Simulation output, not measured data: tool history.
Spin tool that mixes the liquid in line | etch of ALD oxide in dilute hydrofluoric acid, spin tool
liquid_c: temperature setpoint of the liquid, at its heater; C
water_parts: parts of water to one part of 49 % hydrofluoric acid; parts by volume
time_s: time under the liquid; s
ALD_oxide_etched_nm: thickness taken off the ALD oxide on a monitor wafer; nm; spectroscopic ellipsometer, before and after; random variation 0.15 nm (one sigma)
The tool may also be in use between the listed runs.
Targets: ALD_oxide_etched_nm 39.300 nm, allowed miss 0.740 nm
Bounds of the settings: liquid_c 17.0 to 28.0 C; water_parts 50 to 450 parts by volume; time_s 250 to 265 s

run,day,liquid_c,water_parts,time_s,ALD_oxide_etched_nm
1,0.000,20.0,250,250,22.188
2,0.038,21.0,240,250,24.312
3,0.062,22.0,235,250,25.800
4,0.179,22.0,160,250,41.322
5,0.362,22.0,160,250,40.985
6,0.404,23.5,160,250,43.726
7,0.758,23.0,160,250,42.609
8,1.075,22.5,160,250,41.600
9,1.438,21.5,160,250,40.579

Which of these 4 next moves meets every target?
A,1.800,24.5,180,265,?
B,1.800,19.5,150,265,?
C,1.800,23.0,180,265,?
D,1.800,21.0,160,260,?

move,ALD_oxide_etched_nm
A,41.806
B,42.706
C,39.516
D,41.252
A: further off than the last run
B: further off than the last run
C: meets every target
D: further off than the last run
The right move is C.

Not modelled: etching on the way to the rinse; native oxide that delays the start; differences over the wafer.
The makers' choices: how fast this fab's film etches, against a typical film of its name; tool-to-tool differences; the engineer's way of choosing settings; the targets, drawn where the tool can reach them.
